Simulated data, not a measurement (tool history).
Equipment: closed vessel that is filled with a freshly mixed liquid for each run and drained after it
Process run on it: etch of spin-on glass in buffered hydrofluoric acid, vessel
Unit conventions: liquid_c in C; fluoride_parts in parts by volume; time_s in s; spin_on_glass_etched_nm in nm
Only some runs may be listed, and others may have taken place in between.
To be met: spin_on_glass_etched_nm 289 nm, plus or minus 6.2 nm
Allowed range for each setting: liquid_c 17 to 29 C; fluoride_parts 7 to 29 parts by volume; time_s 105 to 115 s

run	hour	liquid_c	fluoride_parts	time_s	spin_on_glass_etched_nm
1	0	21	18	105	279.92
2	8	21	13	105	384.97
3	10.5	20.5	13	105	373.73
4	13.3	20.5	13	115	405.07
5	21.6	20.5	13	115	410.29
6	25.9	20	13.5	115	381.85
7	30.3	19.5	13.5	115	374.55
8	35.9	19	13.5	115	363.47
9	39.8	17	16	115	275.98
# hour 45.5: hydrofluoric acid flow meter replaced
10	45.5	17.5	16	115	267.67
11	49.3	18	16	115	273.31
12	51.6	18.5	16	115	277.22

Below are 4 possible settings for the next run. Only one of them brings all results inside the allowed miss of their targets. Which is it?
A	53.9	18	17	115	?
B	53.9	17	13	110	?
C	53.9	19	15.5	115	?
D	53.9	19	14.5	105	?

move	spin_on_glass_etched_nm
A	257.76
B	303.25
C	298.79
D	291.31
A: further off than the last run
B: pushes the last run's worst result past its target
C: pushes the last run's worst result past its target
D: each result inside its tolerance
The right move is D.
